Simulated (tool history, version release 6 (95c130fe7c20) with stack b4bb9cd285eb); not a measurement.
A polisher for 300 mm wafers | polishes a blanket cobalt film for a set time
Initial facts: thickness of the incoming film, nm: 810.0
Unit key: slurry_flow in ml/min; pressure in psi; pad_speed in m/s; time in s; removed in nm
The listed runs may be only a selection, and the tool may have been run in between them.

{"run": 1, "hour": 0.0, "slurry_flow": 305, "pressure": 2.3, "pad_speed": 0.98, "time": 37, "removed": 219.49}
{"run": 2, "hour": 3.7, "slurry_flow": 375, "pressure": 2.3, "pad_speed": 0.98, "time": 37, "removed": 223.74}
{"run": 3, "hour": 11.5, "slurry_flow": 375, "pressure": 2.3, "pad_speed": 0.78, "time": 37, "removed": 181.12}
{"run": 4, "hour": 18.1, "slurry_flow": 375, "pressure": 2.6, "pad_speed": 0.8, "time": 37, "removed": 208.03}
{"run": 5, "hour": 24.6, "slurry_flow": 375, "pressure": 2.9, "pad_speed": 0.82, "time": 37, "removed": 238.79}
{"run": 6, "hour": 32.5, "slurry_flow": 375, "pressure": 2.9, "pad_speed": 0.82, "time": 37, "removed": 238.9}
{"run": 7, "hour": 38.7, "slurry_flow": 375, "pressure": 3.1, "pad_speed": 0.84, "time": 37, "removed": 259.27}
{"run": 8, "hour": 43.0, "slurry_flow": 375, "pressure": 3.2, "pad_speed": 0.86, "time": 37, "removed": 277.82}
{"run": 9, "hour": 48.0, "slurry_flow": 375, "pressure": 3.3, "pad_speed": 0.88, "time": 37, "removed": 289.82}

What will run 10 give?
{"run": 10, "hour": 53.7, "slurry_flow": 375, "pressure": 3.4, "pad_speed": 0.9, "time": 37, "removed": "?"}

removed: 301.75 nm
